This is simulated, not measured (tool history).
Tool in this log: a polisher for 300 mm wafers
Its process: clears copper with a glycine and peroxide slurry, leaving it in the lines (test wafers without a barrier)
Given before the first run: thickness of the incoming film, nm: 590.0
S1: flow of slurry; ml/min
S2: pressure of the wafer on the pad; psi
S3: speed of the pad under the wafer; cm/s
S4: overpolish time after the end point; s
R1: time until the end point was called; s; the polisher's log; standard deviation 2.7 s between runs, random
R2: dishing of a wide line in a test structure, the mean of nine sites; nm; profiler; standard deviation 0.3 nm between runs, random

run,hour,S1,S2,S3,S4,R1,R2
1,0,195,2.3,78,17,164.6,45.149
2,6.8,195,2.7,78,17,150.19,48.159
3,8.9,195,3.1,78,17,137.76,52.992
4,13.3,195,3.1,62,17,156.06,45.534
5,21.9,205,3.1,58,13,167.94,35.609
6,28.2,205,3.1,58,18,172.89,47.357
7,35.7,190,3,58,14,175.92,35.703
8,44.7,190,3,58,11,171.1,29.524
9,46.6,200,2.8,60,5,173.1,14.129
10,49.4,185,3,58,6,168.71,16.467
11,54.9,185,3.1,56,7,177.27,19.334

What will run 12 give?
12,58.3,180,3.2,56,7,?,?

Run 12 measured R1 174.39 s, R2 19.587 nm.

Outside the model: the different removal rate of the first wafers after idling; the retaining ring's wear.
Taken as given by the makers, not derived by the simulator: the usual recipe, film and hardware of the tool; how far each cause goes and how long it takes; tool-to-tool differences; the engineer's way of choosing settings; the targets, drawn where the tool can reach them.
